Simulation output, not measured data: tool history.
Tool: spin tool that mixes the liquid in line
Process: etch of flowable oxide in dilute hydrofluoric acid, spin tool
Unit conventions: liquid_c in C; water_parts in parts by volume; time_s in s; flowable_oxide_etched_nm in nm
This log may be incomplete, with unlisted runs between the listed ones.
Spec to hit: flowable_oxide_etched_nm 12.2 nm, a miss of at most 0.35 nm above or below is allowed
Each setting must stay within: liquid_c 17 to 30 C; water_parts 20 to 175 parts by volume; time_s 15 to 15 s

| run | hour | liquid_c | water_parts | time_s | flowable_oxide_etched_nm |
|---|---|---|---|---|---|
| 1 | 0 | 22 | 95 | 15 | 6.9279 |
| 2 | 1.1 | 19 | 95 | 15 | 6.0918 |
| 3 | 3.8 | 19 | 95 | 15 | 6.1241 |
| 4 | 6.7 | 22 | 90 | 15 | 7.3293 |
| 5 | 11.3 | 24 | 85 | 15 | 8.394 |
| 6 | 16.1 | 24 | 85 | 15 | 8.4267 |
| 7 | 22 | 25.5 | 80 | 15 | 9.5679 |
| 8 | 23.7 | 27 | 80 | 15 | 10.225 |
| 9 | 26.2 | 27 | 80 | 15 | 10.183 |
| 10 | 34.6 | 28 | 80 | 15 | 10.695 |
| 11 | 40.1 | 28.5 | 80 | 15 | 10.738 |
| 12 | 43.6 | 29 | 80 | 15 | 10.992 |

5 candidate next runs follow, results not yet known. Just one meets every target within its allowed miss. Identify it.
| A | 47.1 | 23 | 55 | 15 | ? |
| B | 47.1 | 29.5 | 70 | 15 | ? |
| C | 47.1 | 30 | 80 | 15 | ? |
| D | 47.1 | 28 | 70 | 15 | ? |
| E | 47.1 | 28.5 | 90 | 15 | ? |

| move | flowable_oxide_etched_nm |
|---|---|
| A | 12.97 |
| B | 12.894 |
| C | 11.313 |
| D | 12.168 |
| E | 9.3529 |
A: takes the biggest miss from the last run beyond its target
B: takes the biggest miss from the last run beyond its target
C: better than the last run, though not everything is in spec
D: every result within its allowed miss
E: lands further from the targets than the last run did
Answer: D
